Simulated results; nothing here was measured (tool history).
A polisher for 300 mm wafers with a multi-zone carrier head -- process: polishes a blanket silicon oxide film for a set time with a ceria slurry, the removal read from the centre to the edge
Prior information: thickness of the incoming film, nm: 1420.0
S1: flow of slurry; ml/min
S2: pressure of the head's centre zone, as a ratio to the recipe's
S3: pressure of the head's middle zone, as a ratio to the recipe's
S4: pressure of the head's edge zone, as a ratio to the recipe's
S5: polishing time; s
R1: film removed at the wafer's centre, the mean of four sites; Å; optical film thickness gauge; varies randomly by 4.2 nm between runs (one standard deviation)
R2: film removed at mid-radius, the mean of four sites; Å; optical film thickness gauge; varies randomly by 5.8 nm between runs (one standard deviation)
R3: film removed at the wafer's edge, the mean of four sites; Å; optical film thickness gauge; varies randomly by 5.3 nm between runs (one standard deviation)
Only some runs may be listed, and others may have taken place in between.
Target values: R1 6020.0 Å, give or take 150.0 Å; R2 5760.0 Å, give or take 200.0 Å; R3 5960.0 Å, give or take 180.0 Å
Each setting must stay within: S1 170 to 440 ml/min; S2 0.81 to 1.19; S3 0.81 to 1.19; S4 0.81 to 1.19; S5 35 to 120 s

run	day	S1	S2	S3	S4	S5	R1	R2	R3
1	0.000	280	1.00	1.00	1.00	77	4408.1	4418.8	4438.5
2	0.188	280	1.00	0.94	1.00	77	4386.4	4095.4	4356.0
3	0.492	280	1.00	0.94	0.95	77	4393.9	4071.5	4222.9
4	0.796	280	1.00	0.94	0.86	77	4395.1	4148.9	4096.8
5	0.892	280	1.01	0.96	0.91	80	4551.4	4273.0	4329.3
6	0.988	280	1.01	0.96	0.91	98	5655.8	5366.8	5329.3
7	1.112	290	1.01	0.97	0.94	98	5667.1	5462.8	5392.0
8	1.254	290	1.01	0.97	0.97	98	5610.7	5448.9	5503.3

Next run, 5 choices. One meets every target within its allowed miss, the rest don't. Which?
A	1.396	285	0.96	0.92	1.01	110	?	?	?
B	1.396	325	1.00	0.96	0.98	105	?	?	?
C	1.396	285	1.09	1.01	0.95	93	?	?	?
D	1.396	300	1.01	1.05	1.00	104	?	?	?
E	1.396	310	1.03	0.95	0.97	106	?	?	?

move	R1	R2	R3
A	6037.4	5861.2	6308.6
B	6097.7	5876.1	5993.9
C	5804.7	5355.9	5173.4
D	6050.4	6226.8	5950.8
E	6308.9	5851.9	6000.7
A: brings the last run's worst result on target, with another outside its allowed miss
B: hits every target within its allowed miss
C: further off than the last run
D: brings the last run's worst result on target, with another outside its allowed miss
E: carries the result that was furthest off beyond its target, to the other side
The move that meets every target is B.
